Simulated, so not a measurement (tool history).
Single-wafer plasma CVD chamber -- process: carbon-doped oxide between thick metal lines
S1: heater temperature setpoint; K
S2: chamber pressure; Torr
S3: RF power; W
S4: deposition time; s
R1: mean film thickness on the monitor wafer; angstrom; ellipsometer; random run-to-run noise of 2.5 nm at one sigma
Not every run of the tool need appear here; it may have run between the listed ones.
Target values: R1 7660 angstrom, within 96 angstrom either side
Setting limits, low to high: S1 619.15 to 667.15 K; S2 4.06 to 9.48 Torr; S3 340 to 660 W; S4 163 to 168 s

run,day,S1,S2,S3,S4,R1
1,0,643.15,6.77,500,163,8523.9
2,0.275,647.15,6.26,485,163,8250.3
3,0.371,650.15,5.88,475,163,7990.1
4,0.738,650.15,5.88,500,163,8276.3
5,0.779,650.15,5.88,500,163,8288.3
6,1.062,650.15,5.88,500,163,8309.4
7,1.146,653.15,5.52,490,163,8055
8,1.512,656.15,5.24,485,163,7921.5
9,1.792,658.15,5.05,485,163,7805.7

Exactly one of the 4 candidate moves below puts every result within its allowed miss. Which one?
A,2.071,656.15,5.02,450,168,?
B,2.071,657.15,5.3,490,163,?
C,2.071,651.15,5.92,420,164,?
D,2.071,655.15,6.41,425,163,?

move,R1
A,7601.3
B,7900.8
C,7363.6
D,7421.2
A: meets every target
B: lands further from the targets than the last run did
C: pushes the last run's worst result past its target
D: pushes the last run's worst result past its target
A meets every target.
